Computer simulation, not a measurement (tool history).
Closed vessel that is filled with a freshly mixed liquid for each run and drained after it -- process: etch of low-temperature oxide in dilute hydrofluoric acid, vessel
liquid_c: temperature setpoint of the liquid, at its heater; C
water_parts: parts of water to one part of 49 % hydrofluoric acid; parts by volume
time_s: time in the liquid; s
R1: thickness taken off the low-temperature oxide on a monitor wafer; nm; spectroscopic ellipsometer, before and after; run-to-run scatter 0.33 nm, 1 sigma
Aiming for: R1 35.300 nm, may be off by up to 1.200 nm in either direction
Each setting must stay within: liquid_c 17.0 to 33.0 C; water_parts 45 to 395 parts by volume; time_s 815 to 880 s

run 1 day=0.000 | liquid_c=25.0 water_parts=220 time_s=815 | R1=50.455
run 2 day=0.033 | liquid_c=25.0 water_parts=220 time_s=815 | R1=49.688
run 3 day=0.279 | liquid_c=25.0 water_parts=220 time_s=880 | R1=52.907
run 4 day=0.379 | liquid_c=24.5 water_parts=225 time_s=880 | R1=51.431
run 5 day=0.750 | liquid_c=23.0 water_parts=225 time_s=880 | R1=49.162
run 6 day=0.888 | liquid_c=24.5 water_parts=225 time_s=880 | R1=50.614
run 7 day=1.096 | liquid_c=24.0 water_parts=230 time_s=880 | R1=49.904
run 8 day=1.133 | liquid_c=23.5 water_parts=235 time_s=880 | R1=46.875
run 9 day=1.225 | liquid_c=23.0 water_parts=235 time_s=880 | R1=46.296
run 10 day=1.475 | liquid_c=22.5 water_parts=235 time_s=880 | R1=45.278
run 11 day=1.804 | liquid_c=22.0 water_parts=235 time_s=880 | R1=44.720
run 12 day=2.062 | liquid_c=21.5 water_parts=235 time_s=880 | R1=44.053
run 13 day=2.192 | liquid_c=21.0 water_parts=235 time_s=880 | R1=43.027
run 14 day=2.462 | liquid_c=20.5 water_parts=235 time_s=880 | R1=41.950
run 15 day=2.550 | liquid_c=20.0 water_parts=235 time_s=880 | R1=41.879
run 16 day=2.662 | liquid_c=19.5 water_parts=235 time_s=880 | R1=41.104
run 17 day=3.000 | liquid_c=18.5 water_parts=245 time_s=880 | R1=36.859

4 candidate next runs follow, results not yet known. Just one meets every target within its allowed miss. Identify it.
run A day=3.338 | liquid_c=17.0 water_parts=215 time_s=860 | R1=?
run B day=3.338 | liquid_c=19.5 water_parts=260 time_s=880 | R1=?
run C day=3.338 | liquid_c=17.5 water_parts=230 time_s=880 | R1=?
run D day=3.338 | liquid_c=19.0 water_parts=230 time_s=825 | R1=?

move=A R1=40.123
move=B R1=35.889
move=C R1=38.615
move=D R1=38.366
A: the biggest miss grows against the last run
B: hits every target within its allowed miss
C: the biggest miss grows against the last run
D: the biggest miss grows against the last run
So the answer is move B, the one that meets all the targets.
